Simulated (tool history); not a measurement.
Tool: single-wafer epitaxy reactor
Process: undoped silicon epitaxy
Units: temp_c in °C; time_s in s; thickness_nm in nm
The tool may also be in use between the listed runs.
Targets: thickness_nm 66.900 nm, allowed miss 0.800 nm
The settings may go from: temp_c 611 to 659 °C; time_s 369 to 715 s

run 1 day=0.000 | temp_c=635 time_s=542 | thickness_nm=69.862
run 2 day=0.138 | temp_c=634 time_s=542 | thickness_nm=68.637
run 3 day=0.475 | temp_c=628 time_s=542 | thickness_nm=61.084
run 4 day=0.567 | temp_c=618 time_s=542 | thickness_nm=49.829
run 5 day=0.612 | temp_c=622 time_s=542 | thickness_nm=54.167
run 6 day=0.942 | temp_c=626 time_s=542 | thickness_nm=58.473
run 7 day=1.171 | temp_c=628 time_s=542 | thickness_nm=60.974
-- day=1.529 pyrometer calibrated
run 8 day=1.529 | temp_c=629 time_s=542 | thickness_nm=56.213

4 next moves are on the table. One of them brings every result within its allowed miss. Which?
run A day=1.888 | temp_c=637 time_s=569 | thickness_nm=?
run B day=1.888 | temp_c=629 time_s=515 | thickness_nm=?
run C day=1.888 | temp_c=637 time_s=566 | thickness_nm=?
run D day=1.888 | temp_c=628 time_s=655 | thickness_nm=?

move=A thickness_nm=69.601
move=B thickness_nm=53.729
move=C thickness_nm=69.234
move=D thickness_nm=66.977
A: takes the result that was furthest off past its target
B: further off than the last run
C: takes the result that was furthest off past its target
D: meets every target
Answer: D
